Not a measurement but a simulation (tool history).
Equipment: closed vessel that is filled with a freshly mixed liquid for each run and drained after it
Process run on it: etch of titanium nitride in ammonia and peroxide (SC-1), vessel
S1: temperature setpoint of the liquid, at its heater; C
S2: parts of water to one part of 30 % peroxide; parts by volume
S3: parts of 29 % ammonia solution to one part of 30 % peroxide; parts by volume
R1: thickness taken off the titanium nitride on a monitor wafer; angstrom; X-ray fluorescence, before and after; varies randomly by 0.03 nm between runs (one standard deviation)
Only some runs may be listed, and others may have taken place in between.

{"run": 1, "hour": 0.0, "S1": 52.0, "S2": 28.0, "S3": 0.75, "time in the liquid (s)": 130, "R1": 48.611}
{"run": 2, "hour": 3.7, "S1": 58.0, "S2": 28.0, "S3": 0.75, "time in the liquid (s)": 130, "R1": 71.924}
{"run": 3, "hour": 5.6, "S1": 58.0, "S2": 28.0, "S3": 0.9, "time in the liquid (s)": 130, "R1": 74.964}
{"run": 4, "hour": 14.1, "S1": 56.5, "S2": 28.0, "S3": 0.9, "time in the liquid (s)": 130, "R1": 67.901}
{"run": 5, "hour": 15.8, "S1": 55.5, "S2": 28.0, "S3": 0.9, "time in the liquid (s)": 130, "R1": 63.229}
{"run": 6, "hour": 20.6, "S1": 54.5, "S2": 28.0, "S3": 0.9, "time in the liquid (s)": 130, "R1": 59.455}

Run 7 is up next; what results do you expect?
{"run": 7, "hour": 23.5, "S1": 54.0, "S2": 28.0, "S3": 0.9, "time in the liquid (s)": 130, "R1": "?"}

{"run 7": {"R1": 57.228}}
